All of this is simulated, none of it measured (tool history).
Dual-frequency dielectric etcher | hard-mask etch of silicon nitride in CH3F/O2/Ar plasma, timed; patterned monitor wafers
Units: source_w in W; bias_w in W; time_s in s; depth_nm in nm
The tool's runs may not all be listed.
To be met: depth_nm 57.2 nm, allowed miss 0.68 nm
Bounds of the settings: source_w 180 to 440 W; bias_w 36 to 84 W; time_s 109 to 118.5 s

run	hour	source_w	bias_w	time_s	depth_nm
1	0	310	60	118.5	71.481
2	2.9	310	60	118.5	71.468
3	5	290	58	118.5	67.962
4	9.8	270	58	118.5	66.082
5	11.1	270	53	118.5	63.835
6	18.5	260	53	118.5	62.761
7	20.1	250	53	118.5	61.435
8	24.3	240	53	118.5	60.008
9	28.7	230	53	118.5	58.765

Which of these 4 next moves meets every target?
A	33.1	220	59	118.5	?
B	33.1	260	57	109	?
C	33.1	230	54	117	?
D	33.1	200	64	118.5	?

move	depth_nm
A	59.342
B	59.142
C	58.483
D	57.634
A: further off than the last run
B: further off than the last run
C: nearer than the last run, and not there yet
D: meets every target
Move D is the one to make.
